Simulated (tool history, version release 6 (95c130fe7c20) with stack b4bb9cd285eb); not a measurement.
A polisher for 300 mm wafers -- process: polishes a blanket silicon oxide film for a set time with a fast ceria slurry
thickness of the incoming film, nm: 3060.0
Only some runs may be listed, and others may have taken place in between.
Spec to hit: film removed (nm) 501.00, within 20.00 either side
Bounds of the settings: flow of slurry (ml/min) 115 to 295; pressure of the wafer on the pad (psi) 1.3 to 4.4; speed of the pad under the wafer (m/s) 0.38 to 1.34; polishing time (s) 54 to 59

run,hour,flow of slurry (ml/min),pressure of the wafer on the pad (psi),speed of the pad under the wafer (m/s),polishing time (s),film removed (nm)
1,0.0,190,2.8,0.86,59,823.91
2,3.5,170,2.8,0.86,59,810.53
3,6.4,170,2.5,0.86,59,725.04
4,13.7,210,2.5,0.86,59,748.52
# hour 17.7: head pressure recalibrated
5,17.7,210,1.8,0.86,59,599.42
6,26.0,240,1.8,0.86,59,613.38
7,34.3,235,1.7,0.86,59,569.86
8,38.5,235,1.6,0.86,59,544.29

Which one of the following 5 next-run settings gets every result inside its allowed miss? There is exactly one.
A,42.7,235,1.3,1.00,57,?
B,42.7,290,1.9,0.72,58,?
C,42.7,290,1.6,0.92,54,?
D,42.7,235,1.5,0.80,57,?
E,42.7,210,1.9,0.76,59,?

move,film removed (nm)
A,490.07
B,530.37
C,531.53
D,451.51
E,549.92
A: every result lands within tolerance
B: closes in on the targets versus the last run, not all within tolerance yet
C: closes in on the targets versus the last run, not all within tolerance yet
D: takes the biggest miss from the last run beyond its target
E: misses by more than the last run did
A is the move that brings every result within its allowed miss.
